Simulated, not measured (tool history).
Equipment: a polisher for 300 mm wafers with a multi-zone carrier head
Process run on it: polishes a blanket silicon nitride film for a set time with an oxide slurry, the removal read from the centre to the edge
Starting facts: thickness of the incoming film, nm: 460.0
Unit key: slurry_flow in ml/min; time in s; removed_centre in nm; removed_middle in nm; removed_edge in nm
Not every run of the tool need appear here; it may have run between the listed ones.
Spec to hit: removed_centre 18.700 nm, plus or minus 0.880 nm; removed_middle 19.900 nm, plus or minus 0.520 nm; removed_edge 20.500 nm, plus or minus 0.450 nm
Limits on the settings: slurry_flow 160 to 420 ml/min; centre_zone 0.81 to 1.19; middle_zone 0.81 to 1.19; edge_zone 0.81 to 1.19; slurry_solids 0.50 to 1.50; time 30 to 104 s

{"run": 1, "hour": 0.0, "slurry_flow": 270, "centre_zone": 1.0, "middle_zone": 1.0, "edge_zone": 1.0, "slurry_solids": 1.0, "time": 67, "removed_centre": 36.509, "removed_middle": 35.884, "removed_edge": 34.708}
{"run": 2, "hour": 1.3, "slurry_flow": 265, "centre_zone": 0.98, "middle_zone": 0.99, "edge_zone": 0.99, "slurry_solids": 0.95, "time": 65, "removed_centre": 33.497, "removed_middle": 33.364, "removed_edge": 32.549}
{"run": 3, "hour": 7.3, "slurry_flow": 260, "centre_zone": 0.96, "middle_zone": 0.98, "edge_zone": 0.98, "slurry_solids": 0.9, "time": 64, "removed_centre": 30.548, "removed_middle": 31.354, "removed_edge": 30.695}
{"run": 4, "hour": 9.6, "slurry_flow": 260, "centre_zone": 0.96, "middle_zone": 0.98, "edge_zone": 0.93, "slurry_solids": 0.9, "time": 64, "removed_centre": 31.106, "removed_middle": 31.543, "removed_edge": 29.774}
{"run": 5, "hour": 15.0, "slurry_flow": 260, "centre_zone": 0.96, "middle_zone": 0.98, "edge_zone": 0.93, "slurry_solids": 1.0, "time": 64, "removed_centre": 33.131, "removed_middle": 33.05, "removed_edge": 31.868}
{"run": 6, "hour": 19.6, "slurry_flow": 260, "centre_zone": 0.96, "middle_zone": 0.98, "edge_zone": 0.93, "slurry_solids": 1.0, "time": 48, "removed_centre": 24.547, "removed_middle": 25.065, "removed_edge": 23.976}
{"run": 7, "hour": 27.2, "slurry_flow": 215, "centre_zone": 0.86, "middle_zone": 0.88, "edge_zone": 0.83, "slurry_solids": 0.75, "time": 48, "removed_centre": 17.824, "removed_middle": 18.123, "removed_edge": 18.181}
{"run": 8, "hour": 32.9, "slurry_flow": 225, "centre_zone": 0.86, "middle_zone": 0.88, "edge_zone": 0.84, "slurry_solids": 0.75, "time": 48, "removed_centre": 17.531, "removed_middle": 18.12, "removed_edge": 18.346}
{"run": 9, "hour": 39.7, "slurry_flow": 235, "centre_zone": 0.86, "middle_zone": 0.88, "edge_zone": 0.85, "slurry_solids": 0.75, "time": 48, "removed_centre": 17.472, "removed_middle": 18.285, "removed_edge": 18.825}
{"run": 10, "hour": 42.7, "slurry_flow": 245, "centre_zone": 0.86, "middle_zone": 0.88, "edge_zone": 0.85, "slurry_solids": 0.75, "time": 48, "removed_centre": 18.161, "removed_middle": 18.794, "removed_edge": 18.879}
{"run": 11, "hour": 50.9, "slurry_flow": 300, "centre_zone": 0.82, "middle_zone": 0.89, "edge_zone": 0.95, "slurry_solids": 0.8, "time": 48, "removed_centre": 17.987, "removed_middle": 19.943, "removed_edge": 21.12}
{"run": 12, "hour": 53.0, "slurry_flow": 300, "centre_zone": 0.82, "middle_zone": 0.89, "edge_zone": 0.94, "slurry_solids": 0.8, "time": 48, "removed_centre": 17.983, "removed_middle": 20.21, "removed_edge": 21.159}

Next run, 4 choices. One meets every target within its allowed miss, the rest don't. Which?
{"run": "A", "hour": 55.1, "slurry_flow": 250, "centre_zone": 0.83, "middle_zone": 0.86, "edge_zone": 0.86, "slurry_solids": 0.7, "time": 55, "removed_centre": "?", "removed_middle": "?", "removed_edge": "?"}
{"run": "B", "hour": 55.1, "slurry_flow": 240, "centre_zone": 0.83, "middle_zone": 0.93, "edge_zone": 0.96, "slurry_solids": 0.85, "time": 47, "removed_centre": "?", "removed_middle": "?", "removed_edge": "?"}
{"run": "C", "hour": 55.1, "slurry_flow": 285, "centre_zone": 0.95, "middle_zone": 0.97, "edge_zone": 0.84, "slurry_solids": 0.75, "time": 50, "removed_centre": "?", "removed_middle": "?", "removed_edge": "?"}
{"run": "D", "hour": 55.1, "slurry_flow": 265, "centre_zone": 0.95, "middle_zone": 0.93, "edge_zone": 0.89, "slurry_solids": 0.85, "time": 46, "removed_centre": "?", "removed_middle": "?", "removed_edge": "?"}

move=A removed_centre=18.375 removed_middle=19.765 removed_edge=20.382
move=B removed_centre=18.255 removed_middle=20.951 removed_edge=21.313
move=C removed_centre=20.692 removed_middle=21.400 removed_edge=19.666
move=D removed_centre=20.767 removed_middle=20.757 removed_edge=20.335
A: all results in spec
B: moves away from the targets compared with the last run
C: moves the result that the last run missed by most past its target, out the other side
D: corrects the largest miss of the last run, while another result sits out of spec
Answer: A
